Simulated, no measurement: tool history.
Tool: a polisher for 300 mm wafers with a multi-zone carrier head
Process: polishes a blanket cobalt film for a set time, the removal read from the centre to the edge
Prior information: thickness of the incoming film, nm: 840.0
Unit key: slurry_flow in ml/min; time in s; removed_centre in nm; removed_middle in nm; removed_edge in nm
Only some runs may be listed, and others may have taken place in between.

{"run": 1, "day": 0.0, "slurry_flow": 155, "centre_zone": 1.0, "middle_zone": 1.0, "edge_zone": 1.0, "time": 56, "removed_centre": 236.82, "removed_middle": 257.32, "removed_edge": 258.64}
{"run": 2, "day": 0.292, "slurry_flow": 155, "centre_zone": 1.0, "middle_zone": 1.0, "edge_zone": 0.92, "time": 56, "removed_centre": 239.22, "removed_middle": 258.88, "removed_edge": 250.82}
{"run": 3, "day": 0.35, "slurry_flow": 150, "centre_zone": 1.0, "middle_zone": 1.02, "edge_zone": 0.9, "time": 56, "removed_centre": 230.01, "removed_middle": 257.58, "removed_edge": 244.86}
{"run": 4, "day": 0.675, "slurry_flow": 150, "centre_zone": 1.01, "middle_zone": 1.03, "edge_zone": 0.88, "time": 56, "removed_centre": 237.32, "removed_middle": 262.77, "removed_edge": 241.8}
{"run": 5, "day": 1.025, "slurry_flow": 145, "centre_zone": 1.01, "middle_zone": 1.04, "edge_zone": 0.87, "time": 56, "removed_centre": 234.3, "removed_middle": 259.63, "removed_edge": 242.01}
{"run": 6, "day": 1.396, "slurry_flow": 145, "centre_zone": 0.93, "middle_zone": 1.04, "edge_zone": 0.87, "time": 56, "removed_centre": 214.19, "removed_middle": 257.66, "removed_edge": 240.03}
{"day": 1.717, "done": "slurry nozzle cleaned"}
{"run": 7, "day": 1.717, "slurry_flow": 150, "centre_zone": 0.99, "middle_zone": 1.09, "edge_zone": 0.81, "time": 54, "removed_centre": 255.38, "removed_middle": 290.27, "removed_edge": 238.67}
{"run": 8, "day": 1.858, "slurry_flow": 140, "centre_zone": 0.99, "middle_zone": 1.09, "edge_zone": 0.81, "time": 54, "removed_centre": 252.92, "removed_middle": 286.63, "removed_edge": 240.92}
{"run": 9, "day": 2.204, "slurry_flow": 140, "centre_zone": 0.99, "middle_zone": 1.09, "edge_zone": 0.81, "time": 54, "removed_centre": 253.05, "removed_middle": 286.08, "removed_edge": 238.27}

Run 10 comes next. What will it give?
{"run": 10, "day": 2.3, "slurry_flow": 135, "centre_zone": 0.98, "middle_zone": 1.09, "edge_zone": 0.81, "time": 54, "removed_centre": "?", "removed_middle": "?", "removed_edge": "?"}

Run 10 measured removed_centre 240.96 nm, removed_middle 284.81 nm, removed_edge 235.98 nm.
